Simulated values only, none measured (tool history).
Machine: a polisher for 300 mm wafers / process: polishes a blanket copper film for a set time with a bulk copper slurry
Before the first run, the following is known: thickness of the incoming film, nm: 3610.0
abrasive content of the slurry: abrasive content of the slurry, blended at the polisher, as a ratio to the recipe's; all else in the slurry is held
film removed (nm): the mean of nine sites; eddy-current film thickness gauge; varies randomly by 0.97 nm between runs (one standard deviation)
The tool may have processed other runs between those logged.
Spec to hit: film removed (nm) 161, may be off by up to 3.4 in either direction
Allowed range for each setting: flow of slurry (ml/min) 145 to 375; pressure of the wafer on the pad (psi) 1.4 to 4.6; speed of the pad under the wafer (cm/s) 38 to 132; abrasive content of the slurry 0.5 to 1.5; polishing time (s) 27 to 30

run	hour	flow of slurry (ml/min)	pressure of the wafer on the pad (psi)	speed of the pad under the wafer (cm/s)	abrasive content of the slurry	polishing time (s)	film removed (nm)
1	0	240	3	84	1	30	205.71
2	4.8	240	3.6	84	1	30	242.85
3	13.8	235	3.3	84	1	30	225.36
4	15.5	235	3.3	84	1.2	30	234.57
5	17.1	235	3.3	84	1.2	30	235.45
6	19.7	235	2.9	84	1.2	30	211.73
7	21.8	230	2.7	84	1.2	30	197.05
8	25.4	225	2.6	84	1.2	30	192.8
9	29.3	225	2.5	84	1.2	30	185.05
10	33.2	220	2.4	84	1.2	30	182.16
11	41.1	220	2.3	84	1.2	30	173.38
# hour 48.8: worn pad replaced by a new one
12	48.8	195	2.1	84	1.2	30	174.47
13	53.3	205	2.1	84	1.2	30	177.41
14	57.7	215	2.1	84	1.2	30	175.23
15	64.3	215	2	84	1.2	30	169.43

Exactly one of the 5 candidate moves below puts every result within its allowed miss. Which one?
A	70.9	170	2.1	88	1.2	27	?
B	70.9	300	2.7	68	1.2	28	?
C	70.9	210	1.9	90	1.1	27	?
D	70.9	180	2.6	74	1.1	30	?
E	70.9	260	2.5	74	1.2	30	?

move	film removed (nm)
A	162.07
B	168.67
C	152.64
D	177.92
E	181.97
A: hits every target within its allowed miss
B: nearer than the last run, and not there yet
C: pushes the last run's worst result past its target
D: further off than the last run
E: further off than the last run
Move A is the one to make.
